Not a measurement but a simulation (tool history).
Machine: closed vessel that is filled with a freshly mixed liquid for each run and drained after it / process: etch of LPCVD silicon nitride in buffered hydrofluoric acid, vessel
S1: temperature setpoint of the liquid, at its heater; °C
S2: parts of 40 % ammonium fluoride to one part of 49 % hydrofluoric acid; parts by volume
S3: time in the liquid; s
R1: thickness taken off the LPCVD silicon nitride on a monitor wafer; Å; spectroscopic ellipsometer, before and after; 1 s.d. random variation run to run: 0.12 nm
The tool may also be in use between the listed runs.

run    day    S1    S2    S3      R1
  1  0.000  20.0  11.5  2790  319.33
  2  0.142  19.0  12.5  2790  278.04
  3  0.262  18.5  13.0  2790  258.47
  4  0.333  18.5  13.0  2790  258.34
  5  0.492  18.5  13.0  2790  258.66
  6  0.646  18.0  13.5  2790  241.94
  7  0.962  17.5  14.0  2790  227.50

Run 8, settings as shown, results not yet in. Your forecast:
  8  1.367  17.5  14.5  2790   ?

Run 8 came out at R1 222.43 Å.
